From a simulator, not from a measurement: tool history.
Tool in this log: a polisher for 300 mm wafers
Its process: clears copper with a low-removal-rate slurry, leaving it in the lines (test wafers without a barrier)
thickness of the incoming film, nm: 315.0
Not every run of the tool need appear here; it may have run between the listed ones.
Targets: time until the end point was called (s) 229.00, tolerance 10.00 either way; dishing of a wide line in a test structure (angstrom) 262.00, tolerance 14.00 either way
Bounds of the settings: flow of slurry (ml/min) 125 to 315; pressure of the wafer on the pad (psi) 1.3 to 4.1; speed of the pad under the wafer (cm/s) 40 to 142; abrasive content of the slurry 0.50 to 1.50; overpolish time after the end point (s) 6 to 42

run,hour,flow of slurry (ml/min),pressure of the wafer on the pad (psi),speed of the pad under the wafer (cm/s),abrasive content of the slurry,overpolish time after the end point (s),time until the end point was called (s),dishing of a wide line in a test structure (angstrom)
1,0.0,205,2.7,90,1.00,21,142.61,301.08
2,6.1,205,2.7,90,1.00,13,143.93,198.39
3,10.6,205,2.5,90,1.00,15,152.62,213.30
4,18.3,205,2.5,108,1.00,15,126.29,253.17
5,25.1,240,2.5,108,1.00,15,126.35,246.38
6,31.4,240,2.9,108,1.00,15,110.70,288.85
7,36.9,240,2.7,106,1.00,17,119.22,298.37
8,38.4,240,2.5,104,1.00,19,131.08,297.72
9,42.9,240,2.3,102,1.00,20,143.37,288.39
10,49.7,240,2.1,100,1.00,21,157.05,269.47
11,58.6,240,2.0,98,1.00,22,167.51,269.41
12,59.9,240,1.9,98,1.00,23,172.96,271.83
13,68.1,240,1.8,98,1.00,24,181.85,264.52
14,70.2,240,1.7,98,1.00,25,194.61,263.09
15,78.5,235,1.7,98,1.00,26,191.24,268.49
16,82.5,230,1.6,98,1.00,27,203.98,272.03
17,85.6,225,1.6,98,1.00,27,204.55,267.11
18,88.3,225,1.6,98,1.00,27,202.41,265.96
19,92.8,220,1.6,98,1.00,28,204.71,273.99
20,99.6,215,1.6,98,1.00,28,205.55,266.33
21,103.8,210,1.6,98,1.00,28,206.74,275.16

Which of these 4 next moves meets every target?
A,108.0,265,1.6,86,1.05,32,?,?
B,108.0,240,1.4,114,1.15,28,?,?
C,108.0,240,1.6,88,0.95,30,?,?
D,108.0,290,1.6,92,0.85,32,?,?

move,time until the end point was called (s),dishing of a wide line in a test structure (angstrom)
A,229.08,280.72
B,191.49,289.35
C,233.61,262.23
D,227.54,282.24
A: corrects the largest miss of the last run, while another result sits out of spec
B: moves away from the targets compared with the last run
C: in spec on every target
D: corrects the largest miss of the last run, while another result sits out of spec
The move that meets every target is C.

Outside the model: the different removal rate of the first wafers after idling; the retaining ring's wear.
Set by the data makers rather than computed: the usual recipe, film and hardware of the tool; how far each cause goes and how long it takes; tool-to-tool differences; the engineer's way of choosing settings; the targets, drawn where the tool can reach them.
